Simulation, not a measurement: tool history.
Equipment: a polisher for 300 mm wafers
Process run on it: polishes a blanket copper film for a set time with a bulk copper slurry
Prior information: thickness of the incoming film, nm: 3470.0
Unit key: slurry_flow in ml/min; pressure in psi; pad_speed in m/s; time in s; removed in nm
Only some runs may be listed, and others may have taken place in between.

Run 1, hour 0: slurry_flow 280 ml/min, pressure 2.1 psi, pad_speed 1.16 m/s, slurry_solids 1, time 37 s. Result: removed 271.41 nm.
Run 2, hour 3.6: slurry_flow 280 ml/min, pressure 2.5 psi, pad_speed 1.16 m/s, slurry_solids 1, time 37 s. Result: removed 319.45 nm.
Run 3, hour 11.6: slurry_flow 280 ml/min, pressure 2.5 psi, pad_speed 1.16 m/s, slurry_solids 1.2, time 37 s. Result: removed 336.48 nm.
Run 4, hour 20.4: slurry_flow 280 ml/min, pressure 2.5 psi, pad_speed 1.16 m/s, slurry_solids 1.05, time 37 s. Result: removed 324.49 nm.
Run 5, hour 22.4: slurry_flow 280 ml/min, pressure 2.3 psi, pad_speed 1.16 m/s, slurry_solids 1.05, time 37 s. Result: removed 300.8 nm.
Run 6, hour 24.6: slurry_flow 280 ml/min, pressure 2.3 psi, pad_speed 1.16 m/s, slurry_solids 1.2, time 37 s. Result: removed 307.88 nm.

What does the tool deliver on the next run?
Run 7, hour 29.7: slurry_flow 280 ml/min, pressure 2.1 psi, pad_speed 1.16 m/s, slurry_solids 1.2, time 37 s. Result: removed ?.

Run 7 yielded removed 279.74 nm.
